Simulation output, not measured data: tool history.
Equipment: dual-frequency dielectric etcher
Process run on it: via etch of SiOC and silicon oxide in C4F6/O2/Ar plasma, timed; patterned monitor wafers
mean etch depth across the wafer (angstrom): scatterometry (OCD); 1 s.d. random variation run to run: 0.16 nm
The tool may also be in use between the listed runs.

run	day	source power (kW)	bias power (kW)	etch time (s)	mean etch depth across the wafer (angstrom)
1	0.000	0.480	0.203	49.5	655.09
2	0.358	0.540	0.203	49.5	682.07
3	0.650	0.540	0.203	49.5	684.90
4	0.696	0.490	0.199	49.5	658.56
5	0.896	0.490	0.229	49.5	675.34
6	1.075	0.450	0.219	49.5	650.08
7	1.308	0.420	0.211	49.5	627.55
8	1.683	0.400	0.207	49.5	612.32
9	2.046	0.380	0.205	49.5	600.80
10	2.196	0.360	0.204	49.5	585.98
11	2.471	0.360	0.204	49.5	587.60
12	2.754	0.350	0.204	49.5	575.56
13	2.904	0.340	0.204	49.5	569.87

Run 14 comes next. What will it give?
14	2.988	0.330	0.204	49.5	?

For run 14 the tool returned mean etch depth across the wafer (angstrom) 564.27.
